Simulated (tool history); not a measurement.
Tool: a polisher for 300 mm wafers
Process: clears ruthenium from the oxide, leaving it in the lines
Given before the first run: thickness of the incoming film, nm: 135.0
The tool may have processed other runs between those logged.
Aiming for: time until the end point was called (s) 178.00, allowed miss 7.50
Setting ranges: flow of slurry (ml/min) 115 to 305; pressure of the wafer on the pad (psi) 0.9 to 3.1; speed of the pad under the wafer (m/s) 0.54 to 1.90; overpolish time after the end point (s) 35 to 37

run  hour  flow of slurry (ml/min)  pressure of the wafer on the pad (psi)  speed of the pad under the wafer (m/s)  overpolish time after the end point (s)  time until the end point was called (s)
  1   0.0                      195                                     2.0                                    1.22                                       35                                   112.13
  2   6.8                      195                                     1.8                                    1.22                                       35                                   119.66
  3  10.5                      195                                     1.8                                    1.22                                       37                                   121.26
  4  12.3                      155                                     1.8                                    1.22                                       37                                   125.43
     18.1  -- worn pad replaced by a new one
  5  18.1                      120                                     1.8                                    1.22                                       37                                   120.67
  6  21.0                      115                                     1.8                                    1.22                                       37                                   124.91
  7  21.8                      115                                     1.7                                    1.22                                       37                                   130.16
  8  24.3                      115                                     1.6                                    1.22                                       37                                   135.41
  9  28.0                      115                                     1.5                                    1.22                                       37                                   140.09
 10  29.8                      115                                     1.4                                    1.22                                       37                                   151.41
 11  33.2                      115                                     1.3                                    1.22                                       37                                   161.09
 12  36.9                      115                                     1.2                                    1.22                                       37                                   168.02

Of the 4 settings listed for the next run, only one would bring every result within its allowed miss of target. Which one?
  A  40.6                      115                                     1.1                                    1.36                                       37                                        ?
  B  40.6                      125                                     1.2                                    1.12                                       35                                        ?
  C  40.6                      115                                     1.1                                    1.32                                       35                                        ?
  D  40.6                      120                                     1.3                                    1.28                                       35                                        ?

move  time until the end point was called (s)
   A                                   158.14
   B                                   176.76
   C                                   162.80
   D                                   147.69
A: lands further from the targets than the last run did
B: all results land within tolerance of their targets
C: lands further from the targets than the last run did
D: lands further from the targets than the last run did
The move that meets every target is B.
